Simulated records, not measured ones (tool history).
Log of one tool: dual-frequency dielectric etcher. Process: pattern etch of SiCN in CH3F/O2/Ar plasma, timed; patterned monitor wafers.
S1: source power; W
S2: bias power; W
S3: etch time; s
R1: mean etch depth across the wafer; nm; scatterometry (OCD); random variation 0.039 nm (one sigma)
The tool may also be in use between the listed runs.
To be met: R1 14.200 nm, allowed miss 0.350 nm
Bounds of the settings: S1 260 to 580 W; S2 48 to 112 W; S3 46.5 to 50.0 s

run,hour,S1,S2,S3,R1
1,0.0,420,80,50.0,19.143
2,4.2,400,75,49.5,18.065
3,8.1,380,72,49.5,17.369
4,9.1,370,70,49.5,16.818
5,12.4,370,70,50.0,16.949
6,16.7,360,69,50.0,16.581
7,17.6,350,68,50.0,16.295
8,20.5,340,67,50.0,15.958
9,27.4,330,67,50.0,15.549
10,29.1,320,67,50.0,15.250
11,37.8,260,62,49.5,12.579

Which of these 4 next moves meets every target?
A,46.5,300,61,50.0,?
B,46.5,260,58,47.5,?
C,46.5,270,69,47.0,?
D,46.5,260,51,47.0,?

move,R1
A,14.131
B,11.817
C,12.778
D,11.219
A: meets every target
B: further off than the last run
C: nearer than the last run, and not there yet
D: further off than the last run
Answer: A
